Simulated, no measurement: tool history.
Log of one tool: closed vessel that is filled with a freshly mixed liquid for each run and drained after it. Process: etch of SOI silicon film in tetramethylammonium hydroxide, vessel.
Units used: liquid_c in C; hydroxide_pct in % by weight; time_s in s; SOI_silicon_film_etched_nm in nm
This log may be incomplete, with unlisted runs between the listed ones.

{"run": 1, "day": 0.0, "liquid_c": 71.0, "hydroxide_pct": 11.0, "time_s": 100, "SOI_silicon_film_etched_nm": 706.06}
{"run": 2, "day": 0.254, "liquid_c": 71.0, "hydroxide_pct": 13.0, "time_s": 100, "SOI_silicon_film_etched_nm": 650.5}
{"run": 3, "day": 0.521, "liquid_c": 70.0, "hydroxide_pct": 13.0, "time_s": 100, "SOI_silicon_film_etched_nm": 611.54}
{"run": 4, "day": 0.771, "liquid_c": 65.0, "hydroxide_pct": 13.0, "time_s": 100, "SOI_silicon_film_etched_nm": 457.44}
{"run": 5, "day": 0.821, "liquid_c": 65.0, "hydroxide_pct": 13.0, "time_s": 100, "SOI_silicon_film_etched_nm": 452.06}
{"run": 6, "day": 0.967, "liquid_c": 65.0, "hydroxide_pct": 13.0, "time_s": 100, "SOI_silicon_film_etched_nm": 454.27}
{"run": 7, "day": 1.142, "liquid_c": 66.0, "hydroxide_pct": 13.0, "time_s": 100, "SOI_silicon_film_etched_nm": 488.51}
{"run": 8, "day": 1.225, "liquid_c": 66.5, "hydroxide_pct": 13.0, "time_s": 100, "SOI_silicon_film_etched_nm": 500.91}
{"run": 9, "day": 1.288, "liquid_c": 67.0, "hydroxide_pct": 13.0, "time_s": 100, "SOI_silicon_film_etched_nm": 518.8}

Run 10 comes next. What will it give?
{"run": 10, "day": 1.342, "liquid_c": 67.5, "hydroxide_pct": 13.0, "time_s": 100, "SOI_silicon_film_etched_nm": "?"}

SOI_silicon_film_etched_nm: 535.39 nm

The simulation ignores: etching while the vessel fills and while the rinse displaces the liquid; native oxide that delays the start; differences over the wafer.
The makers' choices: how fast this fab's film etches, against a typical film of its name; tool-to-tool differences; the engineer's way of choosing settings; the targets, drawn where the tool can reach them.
